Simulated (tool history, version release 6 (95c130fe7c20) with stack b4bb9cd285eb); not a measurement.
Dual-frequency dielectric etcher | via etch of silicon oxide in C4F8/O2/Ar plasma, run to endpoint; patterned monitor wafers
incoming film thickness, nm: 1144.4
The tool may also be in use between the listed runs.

| run | hour | source power (W) | bias power (W) | endpoint time (s) |
|---|---|---|---|---|
| 1 | 0.0 | 2630 | 2077 | 199.93 |
| 2 | 5.3 | 2800 | 2077 | 191.63 |
| 3 | 9.2 | 2970 | 2077 | 186.39 |
| 4 | 14.0 | 2660 | 2077 | 198.02 |
| 5 | 14.7 | 2660 | 2412 | 190.55 |
| 6 | 23.7 | 2460 | 2386 | 200.41 |
| 7 | 25.4 | 2350 | 2372 | 204.93 |

Run 8 comes next. What will it give?
| 8 | 34.3 | 2350 | 2372 | ? |

endpoint time (s): 204.84
